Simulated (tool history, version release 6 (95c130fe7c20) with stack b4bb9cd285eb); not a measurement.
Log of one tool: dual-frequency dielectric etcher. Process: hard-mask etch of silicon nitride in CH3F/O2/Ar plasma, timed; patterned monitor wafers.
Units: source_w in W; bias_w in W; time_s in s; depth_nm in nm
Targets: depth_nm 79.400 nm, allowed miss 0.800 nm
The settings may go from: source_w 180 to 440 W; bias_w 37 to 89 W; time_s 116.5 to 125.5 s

| run | hour | source_w | bias_w | time_s | depth_nm |
|---|---|---|---|---|---|
| 1 | 0.0 | 310 | 63 | 125.5 | 76.062 |
| 2 | 4.4 | 320 | 63 | 125.5 | 76.894 |
| 3 | 12.3 | 320 | 63 | 116.5 | 71.460 |
| 4 | 15.6 | 320 | 53 | 116.5 | 69.229 |
| 5 | 21.2 | 350 | 53 | 116.5 | 71.642 |
| 6 | 24.4 | 350 | 46 | 116.5 | 69.985 |
| 7 | 28.3 | 370 | 47 | 116.5 | 71.774 |
| 8 | 30.7 | 390 | 48 | 116.5 | 73.987 |
| 9 | 34.6 | 400 | 49 | 116.5 | 74.763 |
| 10 | 41.6 | 410 | 50 | 116.5 | 75.825 |
| 11 | 45.3 | 420 | 51 | 116.5 | 76.732 |
| 12 | 46.9 | 420 | 52 | 116.5 | 77.431 |
| 13 | 51.6 | 430 | 52 | 116.5 | 78.179 |
| 14 | 52.7 | 430 | 52 | 116.5 | 78.359 |

5 next moves are on the table. One of them brings every result within its allowed miss. Which?
| A | 53.8 | 440 | 39 | 119.0 | ? |
| B | 53.8 | 360 | 54 | 122.5 | ? |
| C | 53.8 | 380 | 50 | 122.0 | ? |
| D | 53.8 | 390 | 53 | 123.0 | ? |
| E | 53.8 | 400 | 49 | 119.0 | ? |

| move | depth_nm |
|---|---|
| A | 77.056 |
| B | 77.007 |
| C | 77.371 |
| D | 79.762 |
| E | 76.877 |
A: further off than the last run
B: further off than the last run
C: further off than the last run
D: meets every target
E: further off than the last run
Answer: D
